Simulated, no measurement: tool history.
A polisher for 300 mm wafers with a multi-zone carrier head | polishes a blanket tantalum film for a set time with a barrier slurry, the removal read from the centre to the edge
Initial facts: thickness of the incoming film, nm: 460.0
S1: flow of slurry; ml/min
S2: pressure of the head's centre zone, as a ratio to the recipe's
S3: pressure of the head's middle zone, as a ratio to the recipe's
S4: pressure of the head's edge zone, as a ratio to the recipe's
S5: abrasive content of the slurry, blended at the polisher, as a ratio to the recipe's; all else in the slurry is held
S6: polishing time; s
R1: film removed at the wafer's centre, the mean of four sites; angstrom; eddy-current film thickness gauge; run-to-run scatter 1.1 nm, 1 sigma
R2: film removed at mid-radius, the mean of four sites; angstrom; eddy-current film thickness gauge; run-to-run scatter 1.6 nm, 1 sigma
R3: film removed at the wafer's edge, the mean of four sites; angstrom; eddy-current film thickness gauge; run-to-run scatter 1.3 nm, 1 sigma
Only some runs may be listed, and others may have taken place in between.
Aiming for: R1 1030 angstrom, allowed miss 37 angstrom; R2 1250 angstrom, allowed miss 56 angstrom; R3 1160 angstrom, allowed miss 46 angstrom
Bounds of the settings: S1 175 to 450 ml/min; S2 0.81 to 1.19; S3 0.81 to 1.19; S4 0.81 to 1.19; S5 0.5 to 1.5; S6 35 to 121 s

{"run": 1, "hour": 0.0, "S1": 290, "S2": 1, "S3": 1, "S4": 1, "S5": 1, "S6": 78, "R1": 1219.5, "R2": 1159.1, "R3": 1223}
{"run": 2, "hour": 7.4, "S1": 290, "S2": 1, "S3": 1.06, "S4": 1, "S5": 1, "S6": 78, "R1": 1209.5, "R2": 1191.2, "R3": 1216.3}
{"run": 3, "hour": 12.1, "S1": 290, "S2": 1, "S3": 1.06, "S4": 1, "S5": 0.85, "S6": 78, "R1": 1135.5, "R2": 1103.6, "R3": 1125.3}
{"run": 4, "hour": 19.4, "S1": 290, "S2": 1, "S3": 1.06, "S4": 1.04, "S5": 0.85, "S6": 78, "R1": 1135.5, "R2": 1133.3, "R3": 1165.4}
{"run": 5, "hour": 21.2, "S1": 290, "S2": 1.04, "S3": 1.06, "S4": 1.04, "S5": 0.85, "S6": 78, "R1": 1178.4, "R2": 1124.2, "R3": 1150.1}
{"run": 6, "hour": 22.2, "S1": 290, "S2": 1.04, "S3": 1.13, "S4": 1.04, "S5": 0.85, "S6": 78, "R1": 1145.5, "R2": 1197.7, "R3": 1136.4}
{"run": 7, "hour": 28.9, "S1": 290, "S2": 1.04, "S3": 1.13, "S4": 1.04, "S5": 0.85, "S6": 78, "R1": 1165.1, "R2": 1169.2, "R3": 1131.4}
{"run": 8, "hour": 37.3, "S1": 270, "S2": 0.94, "S3": 1.19, "S4": 1.05, "S5": 0.95, "S6": 79, "R1": 1130.9, "R2": 1282.1, "R3": 1218.7}
{"run": 9, "hour": 42.5, "S1": 275, "S2": 0.92, "S3": 1.19, "S4": 1.04, "S5": 0.95, "S6": 79, "R1": 1108.6, "R2": 1288.4, "R3": 1227.6}
{"run": 10, "hour": 50.6, "S1": 275, "S2": 0.91, "S3": 1.19, "S4": 1.03, "S5": 0.95, "S6": 79, "R1": 1102.3, "R2": 1285.7, "R3": 1204.8}
{"run": 11, "hour": 54.5, "S1": 275, "S2": 0.9, "S3": 1.19, "S4": 1.03, "S5": 0.95, "S6": 79, "R1": 1113.6, "R2": 1302.1, "R3": 1171.2}
{"run": 12, "hour": 61.2, "S1": 270, "S2": 0.89, "S3": 1.19, "S4": 1.04, "S5": 0.95, "S6": 79, "R1": 1051.5, "R2": 1278.6, "R3": 1207.2}
{"run": 13, "hour": 67.7, "S1": 265, "S2": 0.89, "S3": 1.19, "S4": 1.02, "S5": 0.95, "S6": 79, "R1": 1075.2, "R2": 1260.7, "R3": 1200.3}

Next run, 5 choices. One meets every target within its allowed miss, the rest don't. Which?
{"run": "A", "hour": 74.2, "S1": 230, "S2": 0.88, "S3": 1.19, "S4": 0.98, "S5": 1.05, "S6": 75, "R1": "?", "R2": "?", "R3": "?"}
{"run": "B", "hour": 74.2, "S1": 315, "S2": 0.99, "S3": 1.19, "S4": 1, "S5": 0.8, "S6": 81, "R1": "?", "R2": "?", "R3": "?"}
{"run": "C", "hour": 74.2, "S1": 250, "S2": 0.9, "S3": 1.11, "S4": 0.98, "S5": 1.15, "S6": 79, "R1": "?", "R2": "?", "R3": "?"}
{"run": "D", "hour": 74.2, "S1": 250, "S2": 0.83, "S3": 1.08, "S4": 1.13, "S5": 1.05, "S6": 80, "R1": "?", "R2": "?", "R3": "?"}
{"run": "E", "hour": 74.2, "S1": 220, "S2": 0.9, "S3": 1.1, "S4": 1.08, "S5": 0.9, "S6": 83, "R1": "?", "R2": "?", "R3": "?"}

move=A R1=1023.9 R2=1248.7 R3=1137
move=B R1=1139 R2=1247.6 R3=1136.2
move=C R1=1143.5 R2=1300.8 R3=1242.7
move=D R1=1047.8 R2=1255.2 R3=1288.2
move=E R1=1084.6 R2=1228 R3=1227.5
A: meets every target
B: lands further from the targets than the last run did
C: lands further from the targets than the last run did
D: corrects the largest miss of the last run, while another result sits out of spec
E: lands further from the targets than the last run did
A is the move that brings every result within its allowed miss.
